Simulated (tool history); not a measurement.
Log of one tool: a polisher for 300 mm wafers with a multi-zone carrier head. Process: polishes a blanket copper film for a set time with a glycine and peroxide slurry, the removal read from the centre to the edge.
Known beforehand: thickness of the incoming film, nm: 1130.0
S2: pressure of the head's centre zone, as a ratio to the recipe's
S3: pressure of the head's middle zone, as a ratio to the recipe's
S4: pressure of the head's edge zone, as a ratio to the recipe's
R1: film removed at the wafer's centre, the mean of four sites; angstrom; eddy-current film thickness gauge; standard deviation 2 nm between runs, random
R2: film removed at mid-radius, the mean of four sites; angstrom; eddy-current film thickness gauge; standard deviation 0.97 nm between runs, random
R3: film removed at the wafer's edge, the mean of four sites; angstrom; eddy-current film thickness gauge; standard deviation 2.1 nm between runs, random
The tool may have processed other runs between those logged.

Run 1, day 0.000: flow of slurry (ml/min) 315, S2 1.00, S3 1.00, S4 1.00, polishing time (s) 36. Result: R1 2283.3 angstrom, R2 2269.2 angstrom, R3 2195.0 angstrom.
Run 2, day 0.200: flow of slurry (ml/min) 310, S2 0.99, S3 0.97, S4 0.96, polishing time (s) 34. Result: R1 2088.0 angstrom, R2 2116.3 angstrom, R3 2019.1 angstrom.
Run 3, day 0.308: flow of slurry (ml/min) 310, S2 0.99, S3 0.97, S4 0.96, polishing time (s) 40. Result: R1 2469.6 angstrom, R2 2461.6 angstrom, R3 2438.4 angstrom.
Run 4, day 0.442: flow of slurry (ml/min) 305, S2 0.99, S3 0.94, S4 0.94, polishing time (s) 37. Result: R1 2229.5 angstrom, R2 2235.8 angstrom, R3 2248.1 angstrom.
Run 5, day 0.579: flow of slurry (ml/min) 310, S2 1.01, S3 0.93, S4 0.94, polishing time (s) 34. Result: R1 2131.4 angstrom, R2 2030.2 angstrom, R3 2043.1 angstrom.
Run 6, day 0.812: flow of slurry (ml/min) 310, S2 1.01, S3 0.93, S4 0.94, polishing time (s) 40. Result: R1 2496.9 angstrom, R2 2423.2 angstrom, R3 2379.9 angstrom.
Run 7, day 1.088: flow of slurry (ml/min) 315, S2 1.01, S3 0.91, S4 0.92, polishing time (s) 37. Result: R1 2318.4 angstrom, R2 2219.1 angstrom, R3 2223.7 angstrom.
Run 8, day 1.333: flow of slurry (ml/min) 315, S2 1.01, S3 0.90, S4 0.91, polishing time (s) 34. Result: R1 2146.5 angstrom, R2 2011.6 angstrom, R3 1978.1 angstrom.
Run 9, day 1.517: flow of slurry (ml/min) 310, S2 1.00, S3 0.88, S4 0.90, polishing time (s) 32. Result: R1 1962.8 angstrom, R2 1851.1 angstrom, R3 1875.3 angstrom.
Run 10, day 1.633: flow of slurry (ml/min) 310, S2 1.00, S3 0.87, S4 0.88, polishing time (s) 31. Result: R1 1892.8 angstrom, R2 1781.7 angstrom, R3 1771.6 angstrom.

Run 11 comes next. What will it give?
Run 11, day 1.933: flow of slurry (ml/min) 300, S2 1.00, S3 0.86, S4 0.87, polishing time (s) 30. Result: R1 ?, R2 ?, R3 ?.

{"run 11": {"R1": 1868.2, "R2": 1703.3, "R3": 1712.3}}
